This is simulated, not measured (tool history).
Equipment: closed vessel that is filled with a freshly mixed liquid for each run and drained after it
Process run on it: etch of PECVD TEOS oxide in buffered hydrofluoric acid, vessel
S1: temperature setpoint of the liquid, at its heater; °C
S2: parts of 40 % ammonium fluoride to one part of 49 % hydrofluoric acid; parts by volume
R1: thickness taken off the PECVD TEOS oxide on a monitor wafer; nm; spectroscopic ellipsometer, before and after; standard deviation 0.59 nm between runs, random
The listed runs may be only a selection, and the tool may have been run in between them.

run 1 day=0.000 | S1=22.0 S2=20.5 time_in_the_liquid_(s)=105 | R1=89.538
run 2 day=0.108 | S1=22.0 S2=20.5 time_in_the_liquid_(s)=105 | R1=89.960
run 3 day=0.304 | S1=22.0 S2=20.5 time_in_the_liquid_(s)=105 | R1=89.244
run 4 day=0.471 | S1=22.0 S2=20.5 time_in_the_liquid_(s)=110 | R1=94.232
run 5 day=0.704 | S1=22.0 S2=15.5 time_in_the_liquid_(s)=110 | R1=122.650
run 6 day=0.908 | S1=21.0 S2=17.5 time_in_the_liquid_(s)=110 | R1=102.120
run 7 day=1.204 | S1=20.5 S2=18.5 time_in_the_liquid_(s)=110 | R1=93.172

Expected results for the next run?
run 8 day=1.358 | S1=20.0 S2=19.0 time_in_the_liquid_(s)=110 | R1=?

R1: 90.439 nm

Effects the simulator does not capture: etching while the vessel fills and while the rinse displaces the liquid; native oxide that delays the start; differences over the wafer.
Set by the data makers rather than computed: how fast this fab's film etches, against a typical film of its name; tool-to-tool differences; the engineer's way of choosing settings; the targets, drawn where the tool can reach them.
